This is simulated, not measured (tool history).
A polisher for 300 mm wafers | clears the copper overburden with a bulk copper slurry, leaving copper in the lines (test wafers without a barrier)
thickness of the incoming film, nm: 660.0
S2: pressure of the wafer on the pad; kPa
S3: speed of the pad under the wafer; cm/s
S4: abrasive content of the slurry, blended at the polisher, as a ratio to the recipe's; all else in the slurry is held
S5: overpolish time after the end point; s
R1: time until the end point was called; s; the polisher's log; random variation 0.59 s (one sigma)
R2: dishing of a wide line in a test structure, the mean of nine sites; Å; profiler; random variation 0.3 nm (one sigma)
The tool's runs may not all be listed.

{"run": 1, "hour": 0.0, "flow of slurry (ml/min)": 160, "S2": 17.9, "S3": 138, "S4": 1.0, "S5": 11, "R1": 60.814, "R2": 290.86}
{"run": 2, "hour": 1.4, "flow of slurry (ml/min)": 175, "S2": 17.9, "S3": 138, "S4": 1.0, "S5": 11, "R1": 60.345, "R2": 296.96}
{"run": 3, "hour": 9.5, "flow of slurry (ml/min)": 175, "S2": 18.6, "S3": 138, "S4": 1.0, "S5": 11, "R1": 58.917, "R2": 297.59}
{"run": 4, "hour": 17.2, "flow of slurry (ml/min)": 175, "S2": 19.3, "S3": 138, "S4": 1.0, "S5": 11, "R1": 57.864, "R2": 297.36}
{"run": 5, "hour": 24.4, "flow of slurry (ml/min)": 175, "S2": 15.9, "S3": 138, "S4": 1.0, "S5": 11, "R1": 68.607, "R2": 285.91}
{"run": 6, "hour": 30.3, "flow of slurry (ml/min)": 175, "S2": 11.7, "S3": 138, "S4": 1.0, "S5": 11, "R1": 86.503, "R2": 265.73}
{"hour": 38.1, "done": "worn pad replaced by a new one"}
{"run": 7, "hour": 38.1, "flow of slurry (ml/min)": 175, "S2": 13.1, "S3": 138, "S4": 1.0, "S5": 11, "R1": 73.187, "R2": 278.7}
{"run": 8, "hour": 46.9, "flow of slurry (ml/min)": 175, "S2": 13.8, "S3": 138, "S4": 1.0, "S5": 11, "R1": 69.577, "R2": 282.27}
{"run": 9, "hour": 54.3, "flow of slurry (ml/min)": 175, "S2": 14.5, "S3": 138, "S4": 1.0, "S5": 11, "R1": 65.997, "R2": 288.31}
{"run": 10, "hour": 61.6, "flow of slurry (ml/min)": 180, "S2": 15.2, "S3": 138, "S4": 1.0, "S5": 11, "R1": 64.883, "R2": 287.15}
{"run": 11, "hour": 64.0, "flow of slurry (ml/min)": 185, "S2": 15.2, "S3": 138, "S4": 1.0, "S5": 11, "R1": 63.88, "R2": 282.42}
{"run": 12, "hour": 67.4, "flow of slurry (ml/min)": 190, "S2": 15.2, "S3": 138, "S4": 1.0, "S5": 11, "R1": 63.429, "R2": 284.79}
{"run": 13, "hour": 68.6, "flow of slurry (ml/min)": 195, "S2": 15.2, "S3": 138, "S4": 1.0, "S5": 11, "R1": 64.131, "R2": 285.58}
{"run": 14, "hour": 77.5, "flow of slurry (ml/min)": 200, "S2": 15.9, "S3": 138, "S4": 1.0, "S5": 11, "R1": 61.311, "R2": 292.97}

The next listed run, before its measurement:
{"run": 15, "hour": 78.8, "flow of slurry (ml/min)": 205, "S2": 15.9, "S3": 138, "S4": 1.0, "S5": 11, "R1": "?", "R2": "?"}

{"run 15": {"R1": 62.033, "R2": 290.58}}

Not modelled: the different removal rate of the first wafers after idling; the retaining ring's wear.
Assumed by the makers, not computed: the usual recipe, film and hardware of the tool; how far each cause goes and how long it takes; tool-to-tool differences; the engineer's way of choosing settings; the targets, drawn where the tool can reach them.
